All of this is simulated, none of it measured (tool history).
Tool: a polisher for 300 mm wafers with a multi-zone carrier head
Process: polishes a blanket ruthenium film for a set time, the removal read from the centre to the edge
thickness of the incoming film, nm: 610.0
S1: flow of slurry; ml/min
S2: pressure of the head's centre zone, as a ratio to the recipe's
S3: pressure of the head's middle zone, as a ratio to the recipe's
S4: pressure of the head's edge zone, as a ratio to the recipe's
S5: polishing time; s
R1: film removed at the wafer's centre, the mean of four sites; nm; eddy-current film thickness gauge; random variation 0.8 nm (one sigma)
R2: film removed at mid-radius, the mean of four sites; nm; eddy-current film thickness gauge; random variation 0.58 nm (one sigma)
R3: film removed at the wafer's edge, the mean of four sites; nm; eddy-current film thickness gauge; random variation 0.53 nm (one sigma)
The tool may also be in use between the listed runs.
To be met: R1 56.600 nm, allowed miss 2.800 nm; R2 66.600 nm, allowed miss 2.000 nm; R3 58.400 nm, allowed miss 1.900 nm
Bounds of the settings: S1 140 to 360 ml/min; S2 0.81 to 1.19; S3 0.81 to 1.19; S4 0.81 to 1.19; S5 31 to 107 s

{"run": 1, "hour": 0.0, "S1": 230, "S2": 1.0, "S3": 1.0, "S4": 1.0, "S5": 69, "R1": 72.42, "R2": 70.754, "R3": 77.107}
{"run": 2, "hour": 5.6, "S1": 230, "S2": 0.96, "S3": 1.0, "S4": 1.0, "S5": 69, "R1": 71.86, "R2": 72.03, "R3": 77.165}
{"run": 3, "hour": 12.3, "S1": 230, "S2": 0.96, "S3": 0.95, "S4": 1.0, "S5": 69, "R1": 70.185, "R2": 69.248, "R3": 75.267}
{"run": 4, "hour": 16.6, "S1": 185, "S2": 0.96, "S3": 0.95, "S4": 1.0, "S5": 69, "R1": 67.645, "R2": 66.855, "R3": 76.006}
{"run": 5, "hour": 20.1, "S1": 185, "S2": 0.96, "S3": 0.95, "S4": 1.04, "S5": 69, "R1": 67.557, "R2": 66.544, "R3": 78.017}
{"run": 6, "hour": 24.6, "S1": 185, "S2": 0.96, "S3": 0.95, "S4": 1.04, "S5": 86, "R1": 85.34, "R2": 83.667, "R3": 96.514}
{"run": 7, "hour": 29.2, "S1": 210, "S2": 0.93, "S3": 0.98, "S4": 0.98, "S5": 78, "R1": 77.287, "R2": 78.295, "R3": 85.187}
{"run": 8, "hour": 31.6, "S1": 235, "S2": 0.9, "S3": 1.01, "S4": 0.94, "S5": 71, "R1": 67.389, "R2": 75.106, "R3": 77.697}
{"run": 9, "hour": 35.7, "S1": 265, "S2": 0.91, "S3": 1.03, "S4": 0.91, "S5": 66, "R1": 64.794, "R2": 70.985, "R3": 71.096}
{"run": 10, "hour": 38.5, "S1": 260, "S2": 0.9, "S3": 1.13, "S4": 0.81, "S5": 55, "R1": 51.611, "R2": 64.939, "R3": 55.331}
{"run": 11, "hour": 44.1, "S1": 270, "S2": 0.91, "S3": 1.13, "S4": 0.82, "S5": 55, "R1": 53.385, "R2": 64.962, "R3": 55.594}
{"run": 12, "hour": 48.1, "S1": 275, "S2": 0.91, "S3": 1.13, "S4": 0.83, "S5": 55, "R1": 52.984, "R2": 65.206, "R3": 56.956}
{"run": 13, "hour": 53.0, "S1": 280, "S2": 0.92, "S3": 1.13, "S4": 0.83, "S5": 55, "R1": 55.478, "R2": 65.12, "R3": 56.908}

4 next moves are on the table. One of them brings every result within its allowed miss. Which?
{"run": "A", "hour": 57.9, "S1": 260, "S2": 0.95, "S3": 1.17, "S4": 0.87, "S5": 55, "R1": "?", "R2": "?", "R3": "?"}
{"run": "B", "hour": 57.9, "S1": 280, "S2": 1.02, "S3": 1.08, "S4": 0.86, "S5": 55, "R1": "?", "R2": "?", "R3": "?"}
{"run": "C", "hour": 57.9, "S1": 240, "S2": 0.86, "S3": 1.17, "S4": 0.83, "S5": 55, "R1": "?", "R2": "?", "R3": "?"}
{"run": "D", "hour": 57.9, "S1": 265, "S2": 0.93, "S3": 1.19, "S4": 0.81, "S5": 53, "R1": "?", "R2": "?", "R3": "?"}

move=A R1=54.989 R2=66.355 R3=58.358
move=B R1=59.467 R2=62.330 R3=58.413
move=C R1=49.331 R2=65.903 R3=56.828
move=D R1=51.971 R2=65.009 R3=54.537
A: meets every target
B: brings the result that was furthest off to its target, and leaves another outside
C: brings the result that was furthest off to its target, and leaves another outside
D: further off than the last run
The right move is A.
